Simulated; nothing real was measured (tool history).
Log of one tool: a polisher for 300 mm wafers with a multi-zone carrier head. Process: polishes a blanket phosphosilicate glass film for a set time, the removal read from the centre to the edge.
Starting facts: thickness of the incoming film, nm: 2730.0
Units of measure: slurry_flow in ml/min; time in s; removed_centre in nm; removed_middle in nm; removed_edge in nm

{"run": 1, "hour": 0.0, "slurry_flow": 165, "centre_zone": 1.0, "middle_zone": 1.0, "edge_zone": 1.0, "slurry_solids": 1.0, "time": 71, "removed_centre": 597.96, "removed_middle": 598.81, "removed_edge": 599.48}
{"run": 2, "hour": 4.8, "slurry_flow": 200, "centre_zone": 1.0, "middle_zone": 1.0, "edge_zone": 1.0, "slurry_solids": 1.0, "time": 71, "removed_centre": 639.1, "removed_middle": 619.12, "removed_edge": 598.18}
{"run": 3, "hour": 11.4, "slurry_flow": 200, "centre_zone": 1.0, "middle_zone": 1.0, "edge_zone": 1.0, "slurry_solids": 1.2, "time": 71, "removed_centre": 693.7, "removed_middle": 667.05, "removed_edge": 649.94}
{"run": 4, "hour": 13.3, "slurry_flow": 200, "centre_zone": 1.04, "middle_zone": 1.0, "edge_zone": 1.0, "slurry_solids": 1.2, "time": 71, "removed_centre": 711.52, "removed_middle": 671.45, "removed_edge": 657.72}
{"run": 5, "hour": 18.7, "slurry_flow": 200, "centre_zone": 1.04, "middle_zone": 1.0, "edge_zone": 0.94, "slurry_solids": 1.2, "time": 71, "removed_centre": 719.71, "removed_middle": 663.6, "removed_edge": 657.36}
{"run": 6, "hour": 25.3, "slurry_flow": 200, "centre_zone": 1.11, "middle_zone": 1.0, "edge_zone": 0.94, "slurry_solids": 1.2, "time": 71, "removed_centre": 767.37, "removed_middle": 677.92, "removed_edge": 650.69}
{"run": 7, "hour": 34.3, "slurry_flow": 200, "centre_zone": 1.09, "middle_zone": 0.97, "edge_zone": 0.94, "slurry_solids": 1.1, "time": 71, "removed_centre": 696.41, "removed_middle": 643.19, "removed_edge": 626.87}
{"run": 8, "hour": 40.7, "slurry_flow": 200, "centre_zone": 1.12, "middle_zone": 0.93, "edge_zone": 0.94, "slurry_solids": 1.1, "time": 68, "removed_centre": 696.89, "removed_middle": 597.92, "removed_edge": 590.03}
{"run": 9, "hour": 46.0, "slurry_flow": 190, "centre_zone": 1.11, "middle_zone": 0.9, "edge_zone": 0.94, "slurry_solids": 1.05, "time": 68, "removed_centre": 674.35, "removed_middle": 568.53, "removed_edge": 581.14}
{"run": 10, "hour": 53.9, "slurry_flow": 180, "centre_zone": 1.1, "middle_zone": 0.89, "edge_zone": 0.94, "slurry_solids": 1.0, "time": 68, "removed_centre": 659.2, "removed_middle": 550.48, "removed_edge": 558.31}
{"run": 11, "hour": 59.9, "slurry_flow": 170, "centre_zone": 1.07, "middle_zone": 0.88, "edge_zone": 0.95, "slurry_solids": 1.0, "time": 68, "removed_centre": 632.88, "removed_middle": 537.76, "removed_edge": 565.65}

Predict the results of run 12:
{"run": 12, "hour": 63.5, "slurry_flow": 165, "centre_zone": 1.06, "middle_zone": 0.88, "edge_zone": 0.94, "slurry_solids": 1.0, "time": 68, "removed_centre": "?", "removed_middle": "?", "removed_edge": "?"}

Run 12 yielded removed_centre 613.29 nm, removed_middle 543.56 nm, removed_edge 555.47 nm.
